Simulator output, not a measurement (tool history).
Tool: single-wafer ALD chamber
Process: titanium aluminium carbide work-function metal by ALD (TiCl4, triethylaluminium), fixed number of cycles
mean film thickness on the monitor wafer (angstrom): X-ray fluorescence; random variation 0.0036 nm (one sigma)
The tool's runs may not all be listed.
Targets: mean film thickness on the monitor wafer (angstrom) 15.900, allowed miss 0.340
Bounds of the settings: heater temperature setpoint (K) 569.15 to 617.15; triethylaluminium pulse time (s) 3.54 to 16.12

| run | hour | heater temperature setpoint (K) | triethylaluminium pulse time (s) | mean film thickness on the monitor wafer (angstrom) |
|---|---|---|---|---|
| 1 | 0.0 | 593.15 | 9.83 | 21.449 |
| 2 | 1.7 | 593.15 | 10.94 | 21.770 |
| 3 | 7.0 | 593.15 | 9.54 | 21.366 |
| 4 | 9.2 | 593.15 | 12.15 | 22.027 |
| 5 | 16.4 | 589.15 | 10.87 | 21.438 |
| 6 | 24.8 | 589.15 | 12.68 | 21.676 |
| 7 | 29.9 | 586.15 | 11.32 | 21.112 |
| 8 | 37.3 | 583.15 | 10.16 | 20.595 |
| 9 | 42.7 | 581.15 | 9.18 | 20.075 |
| 10 | 46.7 | 581.15 | 9.18 | 20.150 |
| 11 | 54.9 | 579.15 | 8.34 | 19.527 |
| 12 | 55.5 | 578.15 | 7.63 | 19.009 |
| 13 | 63.6 | 577.15 | 7.02 | 18.325 |
| 14 | 70.9 | 576.15 | 6.50 | 17.754 |
| 15 | 71.6 | 569.15 | 3.54 | 10.419 |
| 16 | 72.4 | 574.15 | 3.58 | 10.853 |
| 17 | 76.3 | 574.15 | 4.03 | 12.514 |
| 18 | 77.6 | 574.15 | 4.03 | 12.440 |
| 19 | 85.2 | 574.15 | 4.03 | 12.535 |
| 20 | 88.5 | 578.15 | 4.17 | 13.182 |
| 21 | 95.1 | 581.15 | 4.21 | 13.520 |
| 22 | 103.8 | 584.15 | 4.25 | 13.876 |
| 23 | 106.8 | 596.15 | 6.28 | 19.240 |
| 24 | 107.4 | 594.15 | 6.24 | 18.931 |
| 25 | 113.9 | 592.15 | 6.21 | 18.747 |
| 26 | 122.4 | 590.15 | 6.18 | 18.444 |
| 27 | 131.1 | 588.15 | 6.16 | 18.316 |
| 28 | 138.3 | 587.15 | 6.14 | 18.245 |
| 29 | 145.6 | 586.15 | 6.12 | 18.110 |

4 next moves are on the table. One of them brings every result within its allowed miss. Which?
| A | 152.9 | 578.15 | 5.74 | ? |
| B | 152.9 | 582.15 | 5.38 | ? |
| C | 152.9 | 582.15 | 5.04 | ? |
| D | 152.9 | 588.15 | 5.25 | ? |

| move | mean film thickness on the monitor wafer (angstrom) |
|---|---|
| A | 16.853 |
| B | 16.536 |
| C | 15.827 |
| D | 16.750 |
A: nearer than the last run, and not there yet
B: nearer than the last run, and not there yet
C: meets every target
D: nearer than the last run, and not there yet
Answer: C

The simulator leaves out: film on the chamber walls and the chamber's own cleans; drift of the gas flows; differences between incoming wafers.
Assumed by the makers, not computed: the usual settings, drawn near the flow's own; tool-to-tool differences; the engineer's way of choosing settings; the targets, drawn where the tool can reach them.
